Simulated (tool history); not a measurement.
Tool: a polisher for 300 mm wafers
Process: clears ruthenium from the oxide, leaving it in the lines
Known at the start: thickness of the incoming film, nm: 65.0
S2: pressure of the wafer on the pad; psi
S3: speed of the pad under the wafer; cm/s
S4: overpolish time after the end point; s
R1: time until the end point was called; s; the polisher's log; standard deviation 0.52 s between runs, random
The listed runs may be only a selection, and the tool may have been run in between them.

Run 1, hour 0.0: flow of slurry (ml/min) 125, S2 1.3 psi, S3 92 cm/s, S4 5 s. Result: R1 77.207 s.
Run 2, hour 8.5: flow of slurry (ml/min) 100, S2 1.3 psi, S3 92 cm/s, S4 5 s. Result: R1 81.731 s.
Run 3, hour 14.4: flow of slurry (ml/min) 100, S2 1.5 psi, S3 92 cm/s, S4 5 s. Result: R1 71.107 s.
Run 4, hour 23.5: flow of slurry (ml/min) 110, S2 1.5 psi, S3 92 cm/s, S4 5 s. Result: R1 68.961 s.
Run 5, hour 29.6: flow of slurry (ml/min) 120, S2 1.5 psi, S3 92 cm/s, S4 5 s. Result: R1 67.899 s.
Run 6, hour 38.4: flow of slurry (ml/min) 120, S2 1.7 psi, S3 92 cm/s, S4 5 s. Result: R1 60.087 s.

Estimate the outcome of run 7 from the log above:
Run 7, hour 46.2: flow of slurry (ml/min) 125, S2 1.7 psi, S3 92 cm/s, S4 5 s. Result: R1 ?.

{"run 7": {"R1": 59.795}}

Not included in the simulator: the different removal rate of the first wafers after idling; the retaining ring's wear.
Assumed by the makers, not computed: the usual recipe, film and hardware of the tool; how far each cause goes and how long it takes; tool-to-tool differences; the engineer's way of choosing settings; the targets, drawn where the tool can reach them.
